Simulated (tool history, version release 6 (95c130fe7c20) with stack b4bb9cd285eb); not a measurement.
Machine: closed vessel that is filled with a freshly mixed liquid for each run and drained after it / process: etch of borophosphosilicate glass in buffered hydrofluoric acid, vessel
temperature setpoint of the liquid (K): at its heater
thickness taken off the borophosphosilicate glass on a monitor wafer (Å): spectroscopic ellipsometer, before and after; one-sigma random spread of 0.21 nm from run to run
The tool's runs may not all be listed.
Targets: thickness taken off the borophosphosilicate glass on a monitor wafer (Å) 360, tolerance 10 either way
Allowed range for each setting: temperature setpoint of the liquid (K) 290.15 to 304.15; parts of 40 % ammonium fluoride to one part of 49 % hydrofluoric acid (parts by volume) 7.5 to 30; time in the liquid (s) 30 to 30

run,day,temperature setpoint of the liquid (K),parts of 40 % ammonium fluoride to one part of 49 % hydrofluoric acid (parts by volume),time in the liquid (s),thickness taken off the borophosphosilicate glass on a monitor wafer (Å)
1,0,296.15,20.5,30,284.87
2,0.292,299.15,20.5,30,336.26
3,0.579,299.15,24.5,30,296.03
4,0.821,296.65,24.5,30,258.96
5,0.942,298.15,24.5,30,281.06
6,1.15,298.15,24.5,30,279.35
7,1.475,299.15,24.5,30,296.99
8,1.654,300.15,24.5,30,310.13
9,1.829,301.15,24.5,30,329.92

Which of these 5 next moves meets every target?
A,2.004,302.65,26,30,?
B,2.004,302.15,23.5,30,?
C,2.004,300.65,22.5,30,?
D,2.004,298.65,19.5,30,?
E,2.004,303.15,27.5,30,?

move,thickness taken off the borophosphosilicate glass on a monitor wafer (Å)
A,341.65
B,356.63
C,339.37
D,339.11
E,337.58
A: moves toward the targets from the last run without getting all of them in spec
B: every result within its allowed miss
C: moves toward the targets from the last run without getting all of them in spec
D: moves toward the targets from the last run without getting all of them in spec
E: moves toward the targets from the last run without getting all of them in spec
B meets every target.
